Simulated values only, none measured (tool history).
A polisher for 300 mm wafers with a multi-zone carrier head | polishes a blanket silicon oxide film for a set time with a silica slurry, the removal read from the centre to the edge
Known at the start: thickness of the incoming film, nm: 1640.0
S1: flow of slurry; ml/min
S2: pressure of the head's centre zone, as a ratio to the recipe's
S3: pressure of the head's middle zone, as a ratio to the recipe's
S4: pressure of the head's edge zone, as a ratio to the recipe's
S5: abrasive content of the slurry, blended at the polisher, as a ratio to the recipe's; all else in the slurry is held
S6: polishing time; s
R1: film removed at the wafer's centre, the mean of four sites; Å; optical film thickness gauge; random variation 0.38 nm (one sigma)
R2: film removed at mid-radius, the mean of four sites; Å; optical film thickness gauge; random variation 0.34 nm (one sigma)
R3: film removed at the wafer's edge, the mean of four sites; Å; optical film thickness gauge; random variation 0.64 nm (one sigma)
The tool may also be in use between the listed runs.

run	day	S1	S2	S3	S4	S5	S6	R1	R2	R3
1	0.000	140	1.00	1.00	1.00	1.00	36	751.19	744.52	732.95
2	0.062	135	0.98	0.99	1.00	0.95	36	726.70	721.21	717.08
3	0.146	135	1.04	0.99	1.00	0.95	36	757.63	730.51	719.82
4	0.400	135	1.04	1.03	1.00	0.95	36	759.08	757.44	722.52
5	0.575	130	1.01	1.03	1.01	0.90	36	709.63	733.51	709.88
6	0.808	125	0.99	1.02	1.00	0.85	36	686.15	708.36	701.68
7	1.108	120	0.97	1.02	0.99	0.80	36	649.13	687.16	665.05
8	1.238	115	0.95	1.02	0.99	0.75	36	623.61	671.86	659.14
9	1.404	110	0.93	1.02	0.99	0.70	36	579.45	648.36	621.71

Run 10 comes next. What will it give?
10	1.638	105	0.92	1.01	1.00	0.70	36	?	?	?

Run 10 gave R1 580.39 Å, R2 634.79 Å, R3 634.37 Å.

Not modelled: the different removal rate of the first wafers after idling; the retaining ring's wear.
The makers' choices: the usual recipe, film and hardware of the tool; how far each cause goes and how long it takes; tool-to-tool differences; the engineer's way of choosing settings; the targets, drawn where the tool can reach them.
